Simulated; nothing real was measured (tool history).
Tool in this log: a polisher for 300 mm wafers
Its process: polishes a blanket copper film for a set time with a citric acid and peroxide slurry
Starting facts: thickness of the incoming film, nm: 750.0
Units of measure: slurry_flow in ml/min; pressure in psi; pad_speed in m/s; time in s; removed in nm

run	hour	slurry_flow	pressure	pad_speed	slurry_solids	time	removed
1	0.0	140	2.2	1.28	1.0	122	291.91
2	7.7	145	2.4	1.28	1.0	122	318.36
3	13.8	145	2.4	1.28	1.0	127	338.67
4	21.5	170	2.4	1.28	1.0	127	341.40
5	30.4	170	2.5	1.28	1.0	127	346.85
6	38.3	200	2.5	1.28	1.0	127	355.72

Run 7 is up next; what results do you expect?
7	41.8	200	2.6	1.28	1.0	127	?

{"run 7": {"removed": 360.73}}
